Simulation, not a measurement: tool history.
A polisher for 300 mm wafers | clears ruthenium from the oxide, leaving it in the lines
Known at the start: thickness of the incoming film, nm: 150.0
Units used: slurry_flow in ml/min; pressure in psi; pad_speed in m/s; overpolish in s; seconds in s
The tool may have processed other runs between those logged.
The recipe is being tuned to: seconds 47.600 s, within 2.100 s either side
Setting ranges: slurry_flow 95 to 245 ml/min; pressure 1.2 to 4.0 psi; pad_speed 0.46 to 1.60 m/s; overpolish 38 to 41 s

run  hour  slurry_flow  pressure  pad_speed  overpolish  seconds
  1   0.0          155       2.6       1.02          38   94.976
  2   7.3          155       2.3       1.02          38  106.680
  3  16.2          160       2.7       1.06          38   88.459
  4  24.9          160       3.0       1.10          38   74.178
  5  31.8          160       3.0       1.20          38   70.362
  6  35.4          160       3.2       1.20          38   66.562
  7  43.3          165       3.4       1.20          38   62.252
  8  49.9          165       3.5       1.22          38   59.221
  9  53.8          165       3.6       1.24          38   57.152
 10  54.6          165       3.7       1.26          38   54.479
 11  56.0          165       3.8       1.28          38   53.476
 12  59.1          170       3.8       1.28          38   51.339
 13  65.8          175       3.8       1.28          38   51.609

Which of these 5 next moves meets every target?
  A  72.5          185       3.9       1.52          41        ?
  B  72.5          210       4.0       1.32          41        ?
  C  72.5          180       3.5       1.38          41        ?
  D  72.5          165       3.3       1.28          41        ?
  E  72.5          150       3.9       1.22          41        ?

move  seconds
   A   43.145
   B   47.650
   C   52.887
   D   60.900
   E   54.827
A: carries the result that was furthest off beyond its target, to the other side
B: every result within its allowed miss
C: moves away from the targets compared with the last run
D: moves away from the targets compared with the last run
E: moves away from the targets compared with the last run
The move that meets every target is B.
